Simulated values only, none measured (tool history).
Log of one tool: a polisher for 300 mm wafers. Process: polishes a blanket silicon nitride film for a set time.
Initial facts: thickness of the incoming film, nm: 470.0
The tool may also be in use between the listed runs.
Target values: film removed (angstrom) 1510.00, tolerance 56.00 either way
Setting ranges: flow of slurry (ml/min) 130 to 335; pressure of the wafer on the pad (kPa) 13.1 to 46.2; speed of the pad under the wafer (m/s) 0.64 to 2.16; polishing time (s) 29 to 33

run,hour,flow of slurry (ml/min),pressure of the wafer on the pad (kPa),speed of the pad under the wafer (m/s),polishing time (s),film removed (angstrom)
1,0.0,215,29.6,1.40,33,1062.90
2,3.3,215,29.6,1.40,29,940.06
3,7.7,215,25.5,1.40,29,823.85
4,11.8,215,29.0,1.42,29,929.08
5,12.9,215,29.0,1.42,33,1060.20
6,18.2,215,29.0,1.30,33,1003.40
7,25.7,215,29.0,1.30,33,1007.30
8,27.6,215,31.7,1.32,33,1085.10
9,29.3,215,33.8,1.32,33,1155.30
10,32.2,220,42.1,1.34,33,1410.10
11,34.1,220,42.7,1.34,33,1435.30
12,42.2,220,43.4,1.34,33,1447.90
13,46.2,220,43.4,1.34,33,1437.50

4 next moves are on the table. One of them brings every result within its allowed miss. Which?
A,50.2,245,43.4,1.62,31,?
B,50.2,235,44.1,1.32,31,?
C,50.2,270,46.2,1.02,32,?
D,50.2,250,43.4,1.24,32,?

move,film removed (angstrom)
A,1516.20
B,1370.30
C,1311.60
D,1358.30
A: every result within its allowed miss
B: the biggest miss grows against the last run
C: the biggest miss grows against the last run
D: the biggest miss grows against the last run
A meets every target.
